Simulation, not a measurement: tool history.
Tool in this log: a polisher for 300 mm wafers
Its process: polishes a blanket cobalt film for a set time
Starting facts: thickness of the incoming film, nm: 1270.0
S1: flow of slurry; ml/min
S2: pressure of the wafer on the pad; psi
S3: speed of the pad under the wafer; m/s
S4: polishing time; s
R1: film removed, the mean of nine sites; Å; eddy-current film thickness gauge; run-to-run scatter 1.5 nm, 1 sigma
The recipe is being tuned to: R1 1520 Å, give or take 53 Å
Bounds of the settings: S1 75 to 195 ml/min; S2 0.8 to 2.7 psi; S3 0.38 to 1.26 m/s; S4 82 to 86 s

run	hour	S1	S2	S3	S4	R1
1	0	125	1.7	0.82	82	2656.4
2	5.7	120	1.4	0.82	82	2357
3	13.5	120	1.4	0.98	82	2841.6
4	15.5	115	1.2	0.9	82	2318.2
5	19.4	110	1.1	0.84	82	2055.1
6	22	110	1.3	0.84	82	2240
7	26	105	1.1	0.8	82	1947.1
# hour 31.4: slurry nozzle cleaned
8	31.4	105	1	0.78	82	1934.7
9	34.5	100	0.9	0.72	82	1672.6
10	35.9	100	0.9	0.72	82	1679.5
11	37.1	100	0.9	0.7	82	1628.4

Which single option among these 5 for the next run brings every result within its allowed miss of target? Just one does.
A	38.3	130	1.2	0.56	82	?
B	38.3	110	0.8	0.74	82	?
C	38.3	105	0.9	0.64	82	?
D	38.3	100	0.8	0.72	86	?
E	38.3	100	0.9	0.72	82	?

move	R1
A	1668.9
B	1667.8
C	1536.4
D	1669
E	1683.2
A: moves away from the targets compared with the last run
B: moves away from the targets compared with the last run
C: every result lands within tolerance
D: moves away from the targets compared with the last run
E: moves away from the targets compared with the last run
Go with C: it meets all targets.
